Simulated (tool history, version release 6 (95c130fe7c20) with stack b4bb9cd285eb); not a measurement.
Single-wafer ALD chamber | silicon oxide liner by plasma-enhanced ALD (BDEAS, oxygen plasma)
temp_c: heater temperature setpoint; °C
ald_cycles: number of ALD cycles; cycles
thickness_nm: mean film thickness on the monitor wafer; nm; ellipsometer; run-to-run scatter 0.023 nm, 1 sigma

{"run": 1, "day": 0.0, "temp_c": 320, "ald_cycles": 83, "thickness_nm": 7.12}
{"run": 2, "day": 0.067, "temp_c": 320, "ald_cycles": 90, "thickness_nm": 7.6664}
{"run": 3, "day": 0.125, "temp_c": 321, "ald_cycles": 82, "thickness_nm": 7.0631}
{"run": 4, "day": 0.446, "temp_c": 323, "ald_cycles": 76, "thickness_nm": 6.467}
{"run": 5, "day": 0.729, "temp_c": 324, "ald_cycles": 72, "thickness_nm": 6.1796}
{"run": 6, "day": 1.058, "temp_c": 324, "ald_cycles": 66, "thickness_nm": 5.6283}

Predict the results of run 7:
{"run": 7, "day": 1.429, "temp_c": 324, "ald_cycles": 65, "thickness_nm": "?"}

thickness_nm: 5.5719 nm
